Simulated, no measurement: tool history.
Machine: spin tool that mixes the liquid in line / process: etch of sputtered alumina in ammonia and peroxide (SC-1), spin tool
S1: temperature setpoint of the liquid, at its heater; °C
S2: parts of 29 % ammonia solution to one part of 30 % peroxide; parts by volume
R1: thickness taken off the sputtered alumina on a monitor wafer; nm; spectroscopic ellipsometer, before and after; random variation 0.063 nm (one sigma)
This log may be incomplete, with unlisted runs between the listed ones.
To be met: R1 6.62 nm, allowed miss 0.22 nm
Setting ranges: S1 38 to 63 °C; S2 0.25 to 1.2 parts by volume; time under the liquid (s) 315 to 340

Run 1, hour 0: S1 47 °C, S2 0.95 parts by volume, time under the liquid (s) 315. Result: R1 11.644 nm.
Run 2, hour 2.3: S1 44.5 °C, S2 0.8 parts by volume, time under the liquid (s) 315. Result: R1 10.07 nm.
Run 3, hour 4.6: S1 42.5 °C, S2 0.65 parts by volume, time under the liquid (s) 315. Result: R1 8.6791 nm.
Run 4, hour 11.3: S1 48.5 °C, S2 0.65 parts by volume, time under the liquid (s) 315. Result: R1 12.103 nm.
Run 5, hour 16.8: S1 45.5 °C, S2 0.6 parts by volume, time under the liquid (s) 315. Result: R1 10.07 nm.
Run 6, hour 20: S1 45.5 °C, S2 0.9 parts by volume, time under the liquid (s) 315. Result: R1 10.703 nm.
Run 7, hour 28.5: S1 43.5 °C, S2 0.8 parts by volume, time under the liquid (s) 315. Result: R1 9.3152 nm.
Run 8, hour 36.8: S1 42 °C, S2 0.75 parts by volume, time under the liquid (s) 315. Result: R1 8.6135 nm.
Run 9, hour 45.4: S1 41 °C, S2 0.65 parts by volume, time under the liquid (s) 315. Result: R1 7.8331 nm.
Run 10, hour 47.9: S1 40 °C, S2 0.65 parts by volume, time under the liquid (s) 315. Result: R1 7.6307 nm.
Run 11, hour 50.5: S1 39.5 °C, S2 0.6 parts by volume, time under the liquid (s) 315. Result: R1 7.2488 nm.
At hour 55.3: new drum of ammonia solution connected.
Run 12, hour 55.3: S1 39 °C, S2 0.6 parts by volume, time under the liquid (s) 315. Result: R1 6.9696 nm.

Below are 4 possible settings for the next run. Only one of them brings all results inside the allowed miss of their targets. Which is it?
Run A, hour 60.1: S1 39 °C, S2 0.75 parts by volume, time under the liquid (s) 330. Result: R1 ?.
Run B, hour 60.1: S1 38 °C, S2 0.55 parts by volume, time under the liquid (s) 320. Result: R1 ?.
Run C, hour 60.1: S1 40 °C, S2 0.6 parts by volume, time under the liquid (s) 315. Result: R1 ?.
Run D, hour 60.1: S1 40 °C, S2 0.25 parts by volume, time under the liquid (s) 320. Result: R1 ?.

move      R1
   A  7.5064
   B  6.6576
   C   7.442
   D  6.9538
A: its largest miss is bigger than the last run's
B: each result inside its tolerance
C: its largest miss is bigger than the last run's
D: roughly where the last run was
Go with B: it meets all targets.
